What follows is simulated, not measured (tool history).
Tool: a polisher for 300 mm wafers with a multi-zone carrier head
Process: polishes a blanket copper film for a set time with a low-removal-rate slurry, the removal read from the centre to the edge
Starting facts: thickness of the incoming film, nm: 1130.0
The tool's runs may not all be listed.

run,hour,flow of slurry (ml/min),pressure of the head's centre zone,pressure of the head's middle zone,pressure of the head's edge zone,abrasive content of the slurry,polishing time (s),film removed at the wafer's centre (nm),film removed at mid-radius (nm),film removed at the wafer's edge (nm)
1,0,320,1,1,1,1,64,146.41,147.97,150.54
2,5.4,325,1.04,1,1.04,1.15,67,168.32,159.36,165.7
3,9.3,375,1.04,1,1.04,1.15,67,169.96,164.44,170.15
4,13.1,375,1.04,1,1.04,1.15,60,149.77,148.68,147.1
5,20.3,375,1.04,0.92,1.04,1.15,60,153.91,136.86,149.44
6,22.5,360,1.06,0.93,1.05,1.25,65,173.95,151.78,167.26
7,29.4,360,1.06,0.93,1.05,1.25,65,174.86,151.24,166.02
8,30.4,355,1.07,0.94,1.07,1.3,68,182.51,161.54,178.48

For run 9, what comes out?
9,36.2,360,1.09,0.94,1.08,1.35,71,?,?,?

{"run 9": {"film removed at the wafer's centre (nm)": 197.25, "film removed at mid-radius (nm)": 171.11, "film removed at the wafer's edge (nm)": 187.49}}
